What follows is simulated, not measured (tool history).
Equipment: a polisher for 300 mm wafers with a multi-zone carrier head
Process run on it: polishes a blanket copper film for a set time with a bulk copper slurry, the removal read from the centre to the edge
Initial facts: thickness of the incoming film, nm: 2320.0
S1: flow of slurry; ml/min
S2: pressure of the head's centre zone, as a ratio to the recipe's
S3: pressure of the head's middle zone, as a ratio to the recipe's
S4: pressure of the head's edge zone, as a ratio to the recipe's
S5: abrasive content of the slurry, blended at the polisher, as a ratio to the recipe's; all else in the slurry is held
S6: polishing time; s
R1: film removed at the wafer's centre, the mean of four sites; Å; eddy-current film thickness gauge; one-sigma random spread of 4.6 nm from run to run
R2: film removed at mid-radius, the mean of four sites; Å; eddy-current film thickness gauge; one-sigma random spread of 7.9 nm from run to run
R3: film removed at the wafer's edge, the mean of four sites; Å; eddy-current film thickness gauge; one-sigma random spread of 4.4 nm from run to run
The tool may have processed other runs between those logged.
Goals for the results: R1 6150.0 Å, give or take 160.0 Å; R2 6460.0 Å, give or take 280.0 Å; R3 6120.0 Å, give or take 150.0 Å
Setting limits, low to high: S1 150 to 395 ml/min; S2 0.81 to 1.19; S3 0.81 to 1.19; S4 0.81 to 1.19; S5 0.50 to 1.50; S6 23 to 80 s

{"run": 1, "hour": 0.0, "S1": 250, "S2": 1.0, "S3": 1.0, "S4": 1.0, "S5": 1.0, "S6": 51, "R1": 4990.3, "R2": 4590.7, "R3": 4620.0}
{"run": 2, "hour": 0.9, "S1": 250, "S2": 1.0, "S3": 1.0, "S4": 1.0, "S5": 1.0, "S6": 40, "R1": 3923.5, "R2": 3689.6, "R3": 3593.5}
{"run": 3, "hour": 5.3, "S1": 260, "S2": 1.0, "S3": 1.04, "S4": 1.04, "S5": 1.15, "S6": 45, "R1": 4498.8, "R2": 4323.8, "R3": 4266.1}
{"run": 4, "hour": 11.9, "S1": 260, "S2": 0.92, "S3": 1.04, "S4": 1.04, "S5": 1.15, "S6": 45, "R1": 4168.5, "R2": 4426.2, "R3": 4242.3}
{"run": 5, "hour": 15.9, "S1": 260, "S2": 0.84, "S3": 1.04, "S4": 1.04, "S5": 1.15, "S6": 45, "R1": 3809.4, "R2": 4301.8, "R3": 4199.2}
{"run": 6, "hour": 23.5, "S1": 260, "S2": 0.84, "S3": 1.04, "S4": 1.04, "S5": 0.95, "S6": 45, "R1": 3671.8, "R2": 4096.6, "R3": 4108.0}
{"run": 7, "hour": 24.4, "S1": 270, "S2": 0.89, "S3": 1.06, "S4": 1.07, "S5": 1.1, "S6": 48, "R1": 4264.8, "R2": 4674.5, "R3": 4595.2}
{"run": 8, "hour": 28.5, "S1": 280, "S2": 0.93, "S3": 1.08, "S4": 1.1, "S5": 1.2, "S6": 50, "R1": 4791.8, "R2": 5034.4, "R3": 4943.1}
{"run": 9, "hour": 29.2, "S1": 310, "S2": 0.97, "S3": 1.17, "S4": 1.18, "S5": 1.45, "S6": 57, "R1": 5954.9, "R2": 6430.7, "R3": 6098.8}

5 next moves are on the table. One of them brings every result within its allowed miss. Which?
{"run": "A", "hour": 29.9, "S1": 280, "S2": 0.94, "S3": 1.19, "S4": 1.18, "S5": 1.35, "S6": 58, "R1": "?", "R2": "?", "R3": "?"}
{"run": "B", "hour": 29.9, "S1": 310, "S2": 1.0, "S3": 1.16, "S4": 1.17, "S5": 1.25, "S6": 59, "R1": "?", "R2": "?", "R3": "?"}
{"run": "C", "hour": 29.9, "S1": 310, "S2": 0.88, "S3": 1.18, "S4": 1.18, "S5": 1.45, "S6": 58, "R1": "?", "R2": "?", "R3": "?"}
{"run": "D", "hour": 29.9, "S1": 270, "S2": 0.92, "S3": 1.19, "S4": 1.19, "S5": 1.25, "S6": 59, "R1": "?", "R2": "?", "R3": "?"}
{"run": "E", "hour": 29.9, "S1": 275, "S2": 0.92, "S3": 1.1, "S4": 1.19, "S5": 1.3, "S6": 61, "R1": "?", "R2": "?", "R3": "?"}

move=A R1=5741.8 R2=6558.7 R3=6099.1
move=B R1=6193.2 R2=6496.9 R3=6138.4
move=C R1=5512.1 R2=6672.4 R3=6233.7
move=D R1=5609.0 R2=6549.8 R3=6123.2
move=E R1=5851.6 R2=6388.3 R3=6395.2
A: its largest miss is bigger than the last run's
B: all results in spec
C: its largest miss is bigger than the last run's
D: its largest miss is bigger than the last run's
E: its largest miss is bigger than the last run's
The move that meets every target is B.
